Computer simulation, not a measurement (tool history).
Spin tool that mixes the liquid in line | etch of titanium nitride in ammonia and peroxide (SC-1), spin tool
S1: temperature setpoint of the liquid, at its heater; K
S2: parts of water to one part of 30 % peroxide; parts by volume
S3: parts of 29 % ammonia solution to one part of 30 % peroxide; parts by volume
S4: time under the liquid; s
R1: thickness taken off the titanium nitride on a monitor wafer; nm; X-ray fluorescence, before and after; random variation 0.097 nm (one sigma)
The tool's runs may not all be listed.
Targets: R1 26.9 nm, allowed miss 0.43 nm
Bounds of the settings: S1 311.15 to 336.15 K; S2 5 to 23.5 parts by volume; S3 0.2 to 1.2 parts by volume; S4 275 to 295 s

Run 1, hour 0: S1 320.15 K, S2 13 parts by volume, S3 0.9 parts by volume, S4 275 s. Result: R1 17.889 nm.
Run 2, hour 6.7: S1 320.15 K, S2 16.5 parts by volume, S3 0.9 parts by volume, S4 275 s. Result: R1 15.661 nm.
Run 3, hour 15.1: S1 326.15 K, S2 16.5 parts by volume, S3 0.9 parts by volume, S4 275 s. Result: R1 23.917 nm.
Run 4, hour 16: S1 326.65 K, S2 16.5 parts by volume, S3 0.9 parts by volume, S4 275 s. Result: R1 24.601 nm.
Run 5, hour 22.2: S1 332.15 K, S2 16.5 parts by volume, S3 0.9 parts by volume, S4 275 s. Result: R1 35.922 nm.
Run 6, hour 29.7: S1 332.15 K, S2 16.5 parts by volume, S3 0.9 parts by volume, S4 275 s. Result: R1 35.703 nm.
Run 7, hour 35.9: S1 330.65 K, S2 16.5 parts by volume, S3 0.9 parts by volume, S4 275 s. Result: R1 32.268 nm.
Run 8, hour 42.4: S1 327.65 K, S2 16.5 parts by volume, S3 0.9 parts by volume, S4 275 s. Result: R1 26.446 nm.

4 next moves are on the table. One of them brings every result within its allowed miss. Which?
Run A, hour 48.9: S1 328.15 K, S2 16.5 parts by volume, S3 1 parts by volume, S4 275 s. Result: R1 ?.
Run B, hour 48.9: S1 324.65 K, S2 10.5 parts by volume, S3 1.1 parts by volume, S4 275 s. Result: R1 ?.
Run C, hour 48.9: S1 327.65 K, S2 16 parts by volume, S3 1.2 parts by volume, S4 275 s. Result: R1 ?.
Run D, hour 48.9: S1 326.65 K, S2 13.5 parts by volume, S3 0.8 parts by volume, S4 275 s. Result: R1 ?.

move      R1
   A  27.863
   B  28.156
   C  28.212
   D  26.972
A: takes the result that was furthest off past its target
B: takes the result that was furthest off past its target
C: takes the result that was furthest off past its target
D: meets every target
The right move is D.

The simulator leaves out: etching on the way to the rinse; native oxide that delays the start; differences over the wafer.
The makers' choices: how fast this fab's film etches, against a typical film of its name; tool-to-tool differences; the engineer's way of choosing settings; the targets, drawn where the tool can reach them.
